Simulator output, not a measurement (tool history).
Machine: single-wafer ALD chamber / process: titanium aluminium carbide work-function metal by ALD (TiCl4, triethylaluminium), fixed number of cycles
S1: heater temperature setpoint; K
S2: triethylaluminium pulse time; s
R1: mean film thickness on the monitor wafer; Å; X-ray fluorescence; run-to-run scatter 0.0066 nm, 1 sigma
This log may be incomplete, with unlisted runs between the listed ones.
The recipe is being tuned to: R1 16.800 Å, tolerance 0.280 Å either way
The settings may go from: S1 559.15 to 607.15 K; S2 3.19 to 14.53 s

run  hour      S1    S2      R1
  1   0.0  583.15  8.86  21.774
  2   4.2  580.15  8.10  20.987
  3   9.4  577.15  7.44  20.316
  4  17.5  575.15  6.91  19.693
  5  25.1  573.15  6.57  19.244
  6  32.4  579.15  6.57  19.773
  7  39.2  577.15  6.20  19.341
  8  40.9  575.15  5.90  18.740
  9  48.6  573.15  5.74  18.400
 10  56.8  571.15  5.67  18.063
 11  61.4  570.15  5.64  17.720
 12  68.9  569.15  5.63  17.970
 13  74.7  568.15  5.57  17.486
 14  75.3  567.15  5.56  17.462
 15  77.4  559.15  4.65  15.342
 16  85.3  560.15  4.67  15.483
 17  92.8  561.15  4.69  15.497

Exactly one of the 5 candidate moves below puts every result within its allowed miss. Which one?
  A  100.3  561.15  4.98   ?
  B  100.3  561.15  4.86   ?
  C  100.3  561.15  5.31   ?
  D  100.3  564.15  4.82   ?
  E  100.3  559.15  5.10   ?

move      R1
   A  16.099
   B  15.879
   C  16.650
   D  16.019
   E  16.160
A: gains on the last run, yet a result remains outside its allowed miss
B: gains on the last run, yet a result remains outside its allowed miss
C: each result inside its tolerance
D: gains on the last run, yet a result remains outside its allowed miss
E: gains on the last run, yet a result remains outside its allowed miss
Answer: C
